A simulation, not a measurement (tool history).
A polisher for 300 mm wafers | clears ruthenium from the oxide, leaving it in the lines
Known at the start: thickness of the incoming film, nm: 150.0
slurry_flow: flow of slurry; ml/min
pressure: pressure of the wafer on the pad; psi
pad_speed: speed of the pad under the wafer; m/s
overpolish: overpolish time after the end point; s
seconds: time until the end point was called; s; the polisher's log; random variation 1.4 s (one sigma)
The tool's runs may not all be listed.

Run 1, hour 0: slurry_flow 130 ml/min, pressure 1.5 psi, pad_speed 1.24 m/s, overpolish 48 s. Result: seconds 140.21 s.
Run 2, hour 0.7: slurry_flow 130 ml/min, pressure 1.7 psi, pad_speed 1.24 m/s, overpolish 48 s. Result: seconds 131.45 s.
Run 3, hour 7.4: slurry_flow 135 ml/min, pressure 1.8 psi, pad_speed 1.24 m/s, overpolish 48 s. Result: seconds 122.8 s.
Run 4, hour 10.3: slurry_flow 120 ml/min, pressure 1.8 psi, pad_speed 1.24 m/s, overpolish 48 s. Result: seconds 127.53 s.
Run 5, hour 17.2: slurry_flow 130 ml/min, pressure 1.8 psi, pad_speed 1.24 m/s, overpolish 48 s. Result: seconds 122.79 s.
Run 6, hour 19: slurry_flow 115 ml/min, pressure 1.8 psi, pad_speed 1.24 m/s, overpolish 48 s. Result: seconds 128.19 s.
Run 7, hour 25.7: slurry_flow 125 ml/min, pressure 1.8 psi, pad_speed 1.24 m/s, overpolish 48 s. Result: seconds 124.1 s.
Run 8, hour 31.2: slurry_flow 130 ml/min, pressure 1.8 psi, pad_speed 1.24 m/s, overpolish 48 s. Result: seconds 121.45 s.
Run 9, hour 39.6: slurry_flow 135 ml/min, pressure 1.8 psi, pad_speed 1.24 m/s, overpolish 48 s. Result: seconds 123.26 s.

The next listed run, before its measurement:
Run 10, hour 47.1: slurry_flow 140 ml/min, pressure 1.8 psi, pad_speed 1.24 m/s, overpolish 48 s. Result: seconds ?.

seconds: 121.06 s
